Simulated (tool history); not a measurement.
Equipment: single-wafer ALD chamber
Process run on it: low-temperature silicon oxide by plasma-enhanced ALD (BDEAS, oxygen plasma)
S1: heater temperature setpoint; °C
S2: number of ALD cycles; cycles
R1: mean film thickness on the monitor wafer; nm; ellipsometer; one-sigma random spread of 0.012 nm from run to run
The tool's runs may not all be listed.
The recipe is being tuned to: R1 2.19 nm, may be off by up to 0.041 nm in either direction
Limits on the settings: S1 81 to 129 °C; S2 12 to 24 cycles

run	hour	S1	S2	R1
1	0	105	18	2.5112
2	8.5	105	20	2.7381
3	15.2	107	18	2.4823
4	22.6	107	20	2.7599
5	26.3	107	19	2.5928
6	29.4	99	19	2.6936
7	35.7	105	18	2.4698
# hour 41.1: thermocouple changed; heater temperature recalibrated
8	41.1	109	18	2.4587
9	49.2	109	18	2.4449
10	57.3	113	18	2.4501

Pick the move, out of 4, that brings all results within their allowed miss; only one does.
A	65.4	116	17	?
B	65.4	122	18	?
C	65.4	106	16	?
D	65.4	117	17	?

move	R1
A	2.2613
B	2.3638
C	2.1735
D	2.2565
A: gains on the last run, yet a result remains outside its allowed miss
B: gains on the last run, yet a result remains outside its allowed miss
C: in spec on every target
D: gains on the last run, yet a result remains outside its allowed miss
Answer: C

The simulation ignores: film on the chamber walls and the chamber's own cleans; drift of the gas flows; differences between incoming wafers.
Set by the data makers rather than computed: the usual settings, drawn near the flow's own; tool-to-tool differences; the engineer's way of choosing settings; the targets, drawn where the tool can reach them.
